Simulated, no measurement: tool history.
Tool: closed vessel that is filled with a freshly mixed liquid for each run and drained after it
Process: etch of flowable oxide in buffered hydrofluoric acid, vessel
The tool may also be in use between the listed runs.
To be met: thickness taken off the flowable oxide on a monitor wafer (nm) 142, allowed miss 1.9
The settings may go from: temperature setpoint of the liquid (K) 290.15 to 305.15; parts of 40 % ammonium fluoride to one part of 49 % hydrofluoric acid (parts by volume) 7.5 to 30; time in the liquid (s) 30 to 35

run,hour,temperature setpoint of the liquid (K),parts of 40 % ammonium fluoride to one part of 49 % hydrofluoric acid (parts by volume),time in the liquid (s),thickness taken off the flowable oxide on a monitor wafer (nm)
1,0,297.15,21,35,101.94
2,4,300.65,21,35,124.26
3,5.9,301.15,21,35,127.61
4,7.5,298.15,21,35,109.23
5,13.2,298.15,21,35,107.9
6,20.3,299.15,21,35,114.38
7,28.5,299.65,21,35,116.79
8,37.6,300.15,21,35,120.36
9,40.8,303.65,21,35,145.5

Which of these 4 next moves meets every target?
A,44,303.65,18,30,?
B,44,304.15,21.5,35,?
C,44,304.65,22,35,?
D,44,305.15,23.5,35,?

move,thickness taken off the flowable oxide on a monitor wafer (nm)
A,142.42
B,146.4
C,147.92
D,145.16
A: meets every target
B: further off than the last run
C: further off than the last run
D: nearer than the last run, and not there yet
The right move is A.

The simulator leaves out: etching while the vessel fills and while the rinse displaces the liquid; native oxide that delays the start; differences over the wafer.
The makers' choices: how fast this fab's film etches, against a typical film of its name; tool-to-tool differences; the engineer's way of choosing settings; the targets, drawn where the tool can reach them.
